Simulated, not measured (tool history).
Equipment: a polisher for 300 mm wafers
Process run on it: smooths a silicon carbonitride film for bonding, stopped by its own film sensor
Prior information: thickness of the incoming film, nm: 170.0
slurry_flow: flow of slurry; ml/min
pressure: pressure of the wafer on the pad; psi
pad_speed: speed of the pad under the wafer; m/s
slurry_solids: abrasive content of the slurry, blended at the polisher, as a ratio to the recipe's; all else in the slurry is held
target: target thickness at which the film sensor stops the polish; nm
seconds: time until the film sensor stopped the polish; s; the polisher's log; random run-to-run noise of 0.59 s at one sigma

run 1 hour=0 | slurry_flow=245 pressure=1.3 pad_speed=1.08 slurry_solids=1 target=161 | seconds=46.607
run 2 hour=8.5 | slurry_flow=245 pressure=1.6 pad_speed=1.08 slurry_solids=1 target=161 | seconds=38.11
run 3 hour=9.8 | slurry_flow=245 pressure=1.8 pad_speed=1.08 slurry_solids=1 target=161 | seconds=33.773
run 4 hour=15.1 | slurry_flow=245 pressure=1.6 pad_speed=1.06 slurry_solids=1 target=161 | seconds=38.827
run 5 hour=17.1 | slurry_flow=245 pressure=1.6 pad_speed=1.2 slurry_solids=1 target=161 | seconds=35.063
run 6 hour=24.9 | slurry_flow=245 pressure=1.6 pad_speed=1.2 slurry_solids=1.15 target=161 | seconds=33.121
run 7 hour=31.3 | slurry_flow=245 pressure=1.4 pad_speed=1.18 slurry_solids=1.15 target=161 | seconds=37.375
run 8 hour=38.1 | slurry_flow=245 pressure=1.2 pad_speed=1.18 slurry_solids=1.15 target=161 | seconds=44.183
run 9 hour=42.4 | slurry_flow=245 pressure=1.1 pad_speed=1.18 slurry_solids=1.15 target=161 | seconds=47.932

Predict the results of run 10:
run 10 hour=45.1 | slurry_flow=240 pressure=0.8 pad_speed=1.16 slurry_solids=1.15 target=161 | seconds=?

Run 10 yielded seconds 67.104 s.
